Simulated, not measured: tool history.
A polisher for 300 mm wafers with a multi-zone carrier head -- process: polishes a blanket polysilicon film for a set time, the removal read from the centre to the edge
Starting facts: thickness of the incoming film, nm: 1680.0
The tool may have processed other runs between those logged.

run	hour	flow of slurry (ml/min)	pressure of the head's centre zone	pressure of the head's middle zone	pressure of the head's edge zone	polishing time (s)	film removed at the wafer's centre (nm)	film removed at mid-radius (nm)	film removed at the wafer's edge (nm)
1	0	295	1	1	1	74	510.4	513.46	507.14
2	4.9	295	1	1.08	1	74	518.95	557.89	500.33
3	13.5	295	1	1.02	1	74	519.19	539.46	509.13
4	19.6	345	1	1.02	1	74	525.51	540.63	510.77
5	24.5	350	0.97	1.03	0.96	61	420.78	445.58	409.23
6	31.3	355	0.94	1.03	0.92	54	361.8	399.64	353.14
7	35.7	350	0.91	1.01	0.89	51	330.99	369.79	334.99
8	43.7	355	0.9	1.02	0.87	48	307.55	349.21	308.17
9	52	340	0.89	1.02	0.85	48	300.21	344.21	305.53

Forecast run 10:
10	58.8	330	0.89	1.03	0.84	47	?	?	?

{"run 10": {"film removed at the wafer's centre (nm)": 297.08, "film removed at mid-radius (nm)": 342.27, "film removed at the wafer's edge (nm)": 296.93}}
